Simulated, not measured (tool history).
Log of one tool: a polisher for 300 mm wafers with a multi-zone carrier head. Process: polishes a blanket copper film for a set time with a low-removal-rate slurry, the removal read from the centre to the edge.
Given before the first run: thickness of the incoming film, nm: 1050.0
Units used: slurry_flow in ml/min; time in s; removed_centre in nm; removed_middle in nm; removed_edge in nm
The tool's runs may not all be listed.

| run | hour | slurry_flow | centre_zone | middle_zone | edge_zone | slurry_solids | time | removed_centre | removed_middle | removed_edge |
|---|---|---|---|---|---|---|---|---|---|---|
| 1 | 0 | 225 | 1 | 1 | 1 | 1 | 63 | 233.35 | 226.68 | 230.29 |
| 2 | 6.8 | 225 | 0.98 | 0.99 | 0.95 | 0.85 | 56 | 202.38 | 195.67 | 194.75 |
| 3 | 14.7 | 225 | 0.98 | 0.99 | 0.95 | 1 | 56 | 204.6 | 199.46 | 200.52 |
| 4 | 20.2 | 220 | 0.95 | 0.98 | 0.91 | 0.85 | 51 | 176.08 | 173.91 | 174.58 |
| 5 | 27 | 220 | 1.03 | 0.98 | 0.91 | 0.85 | 51 | 191.04 | 176.18 | 167.12 |
| 6 | 35 | 220 | 1.03 | 1.01 | 0.91 | 0.85 | 51 | 189.02 | 180.32 | 177.08 |
| 7 | 37.3 | 215 | 0.96 | 0.98 | 0.88 | 0.75 | 49 | 165.08 | 165.62 | 157.85 |
| 8 | 45.2 | 200 | 0.93 | 0.94 | 0.86 | 0.65 | 49 | 153.37 | 159.47 | 157.28 |
| 9 | 48.4 | 200 | 0.93 | 0.94 | 0.86 | 0.65 | 49 | 154.73 | 158.25 | 155.63 |
| 10 | 56.6 | 205 | 0.93 | 0.94 | 0.85 | 0.6 | 47 | 149.27 | 149.97 | 145.8 |
| 11 | 59.8 | 205 | 0.92 | 0.94 | 0.84 | 0.55 | 46 | 142.11 | 145.13 | 143.05 |

Expected results for the next run?
| 12 | 67.2 | 200 | 0.93 | 0.95 | 0.83 | 0.55 | 45 | ? | ? | ? |

removed_centre: 139.39 nm
removed_middle: 142.97 nm
removed_edge: 138.4 nm

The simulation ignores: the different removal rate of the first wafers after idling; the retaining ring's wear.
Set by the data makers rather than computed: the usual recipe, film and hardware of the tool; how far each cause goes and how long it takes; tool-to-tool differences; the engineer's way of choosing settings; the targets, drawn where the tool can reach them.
